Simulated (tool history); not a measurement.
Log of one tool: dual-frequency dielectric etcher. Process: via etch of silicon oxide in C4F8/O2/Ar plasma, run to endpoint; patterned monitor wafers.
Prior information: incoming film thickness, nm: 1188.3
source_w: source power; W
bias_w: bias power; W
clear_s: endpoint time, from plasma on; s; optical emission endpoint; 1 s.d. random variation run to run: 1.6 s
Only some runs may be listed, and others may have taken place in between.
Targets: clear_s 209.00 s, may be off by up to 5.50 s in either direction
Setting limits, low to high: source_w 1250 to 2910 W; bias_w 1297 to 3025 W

run 1 hour=0.0 | source_w=2080 bias_w=2161 | clear_s=232.69
run 2 hour=3.8 | source_w=2140 bias_w=2182 | clear_s=229.85
run 3 hour=8.7 | source_w=2270 bias_w=2182 | clear_s=219.00
run 4 hour=14.9 | source_w=2270 bias_w=1924 | clear_s=225.07
run 5 hour=18.0 | source_w=2270 bias_w=1750 | clear_s=228.03
run 6 hour=23.3 | source_w=1990 bias_w=1750 | clear_s=247.16
run 7 hour=32.1 | source_w=2060 bias_w=1769 | clear_s=241.71
run 8 hour=32.9 | source_w=2120 bias_w=1786 | clear_s=236.35
run 9 hour=37.1 | source_w=2170 bias_w=1800 | clear_s=231.85

Below are 4 possible settings for the next run. Only one of them brings all results inside the allowed miss of their targets. Which is it?
run A hour=41.3 | source_w=2220 bias_w=1946 | clear_s=?
run B hour=41.3 | source_w=2040 bias_w=1745 | clear_s=?
run C hour=41.3 | source_w=2440 bias_w=2209 | clear_s=?
run D hour=41.3 | source_w=2380 bias_w=1789 | clear_s=?

move=A clear_s=225.98
move=B clear_s=242.48
move=C clear_s=209.08
move=D clear_s=219.47
A: closes in on the targets versus the last run, not all within tolerance yet
B: misses by more than the last run did
C: every result lands within tolerance
D: closes in on the targets versus the last run, not all within tolerance yet
So the answer is move C, the one that meets all the targets.

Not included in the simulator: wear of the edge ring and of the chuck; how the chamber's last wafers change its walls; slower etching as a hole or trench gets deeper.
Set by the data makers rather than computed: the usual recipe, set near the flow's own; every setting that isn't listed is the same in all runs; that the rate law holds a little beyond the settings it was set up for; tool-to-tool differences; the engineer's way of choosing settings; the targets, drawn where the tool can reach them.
